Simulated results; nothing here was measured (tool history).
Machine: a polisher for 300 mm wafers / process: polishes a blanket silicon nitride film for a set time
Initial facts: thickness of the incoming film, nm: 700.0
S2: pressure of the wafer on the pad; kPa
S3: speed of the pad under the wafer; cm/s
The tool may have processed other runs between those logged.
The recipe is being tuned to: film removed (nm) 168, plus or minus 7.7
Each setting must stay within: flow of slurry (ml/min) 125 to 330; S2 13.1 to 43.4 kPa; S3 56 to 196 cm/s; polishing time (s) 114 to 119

{"run": 1, "hour": 0.0, "flow of slurry (ml/min)": 210, "S2": 28.3, "S3": 126, "polishing time (s)": 114, "film removed (nm)": 239.43}
{"run": 2, "hour": 5.4, "flow of slurry (ml/min)": 210, "S2": 25.5, "S3": 124, "polishing time (s)": 114, "film removed (nm)": 220.58}
{"run": 3, "hour": 6.2, "flow of slurry (ml/min)": 210, "S2": 25.5, "S3": 94, "polishing time (s)": 114, "film removed (nm)": 191.68}
{"run": 4, "hour": 11.0, "flow of slurry (ml/min)": 210, "S2": 24.1, "S3": 94, "polishing time (s)": 114, "film removed (nm)": 177.07}
{"run": 5, "hour": 19.3, "flow of slurry (ml/min)": 210, "S2": 24.1, "S3": 120, "polishing time (s)": 114, "film removed (nm)": 199.97}
{"run": 6, "hour": 24.6, "flow of slurry (ml/min)": 210, "S2": 22.8, "S3": 120, "polishing time (s)": 114, "film removed (nm)": 190.65}
{"run": 7, "hour": 30.8, "flow of slurry (ml/min)": 210, "S2": 22.1, "S3": 120, "polishing time (s)": 114, "film removed (nm)": 186.4}
{"run": 8, "hour": 33.3, "flow of slurry (ml/min)": 210, "S2": 18.6, "S3": 118, "polishing time (s)": 114, "film removed (nm)": 155.15}

Which of these 4 next moves meets every target?
{"run": "A", "hour": 35.8, "flow of slurry (ml/min)": 195, "S2": 20.7, "S3": 124, "polishing time (s)": 119, "film removed (nm)": "?"}
{"run": "B", "hour": 35.8, "flow of slurry (ml/min)": 210, "S2": 16.5, "S3": 122, "polishing time (s)": 114, "film removed (nm)": "?"}
{"run": "C", "hour": 35.8, "flow of slurry (ml/min)": 225, "S2": 17.9, "S3": 132, "polishing time (s)": 119, "film removed (nm)": "?"}
{"run": "D", "hour": 35.8, "flow of slurry (ml/min)": 195, "S2": 18.6, "S3": 80, "polishing time (s)": 116, "film removed (nm)": "?"}

move=A film_removed_(nm)=182.23
move=B film_removed_(nm)=141.49
move=C film_removed_(nm)=167.08
move=D film_removed_(nm)=132.79
A: takes the biggest miss from the last run beyond its target
B: its largest miss is bigger than the last run's
C: hits every target within its allowed miss
D: its largest miss is bigger than the last run's
The right move is C.

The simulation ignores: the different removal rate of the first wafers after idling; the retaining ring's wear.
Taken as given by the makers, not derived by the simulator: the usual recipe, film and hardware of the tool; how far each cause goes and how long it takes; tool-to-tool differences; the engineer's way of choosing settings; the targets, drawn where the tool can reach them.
